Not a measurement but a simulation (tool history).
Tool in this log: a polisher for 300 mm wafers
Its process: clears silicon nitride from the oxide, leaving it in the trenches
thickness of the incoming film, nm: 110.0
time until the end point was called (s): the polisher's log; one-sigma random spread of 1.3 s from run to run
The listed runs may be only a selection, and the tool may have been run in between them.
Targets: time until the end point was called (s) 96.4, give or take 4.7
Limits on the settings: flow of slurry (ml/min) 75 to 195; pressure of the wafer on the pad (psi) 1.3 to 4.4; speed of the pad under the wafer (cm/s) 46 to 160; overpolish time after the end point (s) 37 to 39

| run | day | flow of slurry (ml/min) | pressure of the wafer on the pad (psi) | speed of the pad under the wafer (cm/s) | overpolish time after the end point (s) | time until the end point was called (s) |
|---|---|---|---|---|---|---|
| 1 | 0 | 125 | 2.8 | 102 | 37 | 134.02 |
| 2 | 0.312 | 125 | 2.8 | 124 | 37 | 106.76 |
| 3 | 0.683 | 125 | 2.8 | 108 | 37 | 124.63 |
| 4 | 0.833 | 125 | 2.9 | 108 | 37 | 120.41 |
| 5 | 1.179 | 125 | 3 | 108 | 37 | 115.62 |
| 6 | 1.212 | 125 | 3 | 108 | 37 | 113.42 |
| 7 | 1.396 | 130 | 3.2 | 108 | 37 | 108.27 |
| 8 | 1.767 | 130 | 3.4 | 108 | 37 | 101.95 |

5 next moves are on the table. One of them brings every result within its allowed miss. Which?
| A | 2.138 | 120 | 3.8 | 116 | 37 | ? |
| B | 2.138 | 140 | 3.1 | 110 | 38 | ? |
| C | 2.138 | 125 | 3.6 | 110 | 38 | ? |
| D | 2.138 | 130 | 3.4 | 102 | 39 | ? |
| E | 2.138 | 135 | 3.9 | 116 | 37 | ? |

| move | time until the end point was called (s) |
|---|---|
| A | 88.074 |
| B | 109.42 |
| C | 96.866 |
| D | 109.27 |
| E | 83.672 |
A: the result that was furthest off in the last run now lies on the other side of its target
B: its largest miss is bigger than the last run's
C: all results land within tolerance of their targets
D: its largest miss is bigger than the last run's
E: the result that was furthest off in the last run now lies on the other side of its target
C is the move that brings every result within its allowed miss.

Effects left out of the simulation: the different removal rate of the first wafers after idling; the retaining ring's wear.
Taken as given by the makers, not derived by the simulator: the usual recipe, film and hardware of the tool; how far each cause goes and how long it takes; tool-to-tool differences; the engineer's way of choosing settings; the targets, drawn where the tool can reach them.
